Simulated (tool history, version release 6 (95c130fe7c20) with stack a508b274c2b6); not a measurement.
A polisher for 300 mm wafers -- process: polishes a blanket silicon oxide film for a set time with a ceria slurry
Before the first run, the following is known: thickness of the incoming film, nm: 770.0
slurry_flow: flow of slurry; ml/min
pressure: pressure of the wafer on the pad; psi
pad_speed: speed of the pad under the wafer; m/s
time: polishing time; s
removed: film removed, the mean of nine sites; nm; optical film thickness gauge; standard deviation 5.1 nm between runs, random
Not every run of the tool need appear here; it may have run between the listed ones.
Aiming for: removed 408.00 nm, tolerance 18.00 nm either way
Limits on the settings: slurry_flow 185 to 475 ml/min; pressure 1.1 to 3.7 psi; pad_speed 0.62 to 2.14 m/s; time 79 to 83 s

| run | hour | slurry_flow | pressure | pad_speed | time | removed |
|---|---|---|---|---|---|---|
| 1 | 0.0 | 305 | 2.4 | 1.38 | 79 | 272.21 |
| 2 | 4.6 | 305 | 2.5 | 1.38 | 79 | 296.35 |
| 3 | 6.6 | 355 | 2.5 | 1.38 | 79 | 292.67 |
| 4 | 8.8 | 355 | 2.6 | 1.38 | 79 | 310.31 |
| 5 | 14.6 | 355 | 2.7 | 1.38 | 79 | 308.17 |
| 6 | 19.7 | 390 | 2.7 | 1.38 | 79 | 318.74 |
| 7 | 27.3 | 390 | 2.8 | 1.38 | 79 | 335.38 |
| 8 | 34.2 | 390 | 3.1 | 1.40 | 79 | 369.35 |
| 9 | 36.7 | 390 | 3.3 | 1.40 | 79 | 384.57 |

Exercise: of the 5 proposed moves below, exactly one satisfies all targets within the stated allowed misses. Which move is it?
| A | 39.2 | 425 | 3.1 | 1.44 | 79 | ? |
| B | 39.2 | 370 | 2.8 | 1.58 | 79 | ? |
| C | 39.2 | 305 | 3.6 | 1.38 | 79 | ? |
| D | 39.2 | 450 | 2.7 | 1.76 | 79 | ? |
| E | 39.2 | 385 | 2.6 | 1.86 | 79 | ? |

| move | removed |
|---|---|
| A | 375.35 |
| B | 357.75 |
| C | 412.40 |
| D | 376.33 |
| E | 373.14 |
A: further off than the last run
B: further off than the last run
C: each result inside its tolerance
D: further off than the last run
E: further off than the last run
So the answer is move C, the one that meets all the targets.
